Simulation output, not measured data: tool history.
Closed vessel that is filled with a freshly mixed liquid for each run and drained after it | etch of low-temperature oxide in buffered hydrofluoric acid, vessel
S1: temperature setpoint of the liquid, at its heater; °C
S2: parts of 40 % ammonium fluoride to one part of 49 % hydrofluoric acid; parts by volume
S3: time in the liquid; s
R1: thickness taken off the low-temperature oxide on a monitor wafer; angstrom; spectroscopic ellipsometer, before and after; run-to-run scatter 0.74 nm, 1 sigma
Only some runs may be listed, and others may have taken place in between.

run,hour,S1,S2,S3,R1
1,0,21,15,95,1682.6
2,4.1,24.5,15,95,2037.7
3,10.3,23,15,95,1870.8
4,12.8,22,15,95,1766.7
5,19.4,22,13.5,95,1958.7
6,22.8,21,14,95,1791
7,23.4,20,14.5,95,1641.9

Expected results for the next run?
8,27,19.5,15,95,?

Run 8 gave R1 1539.6 angstrom.
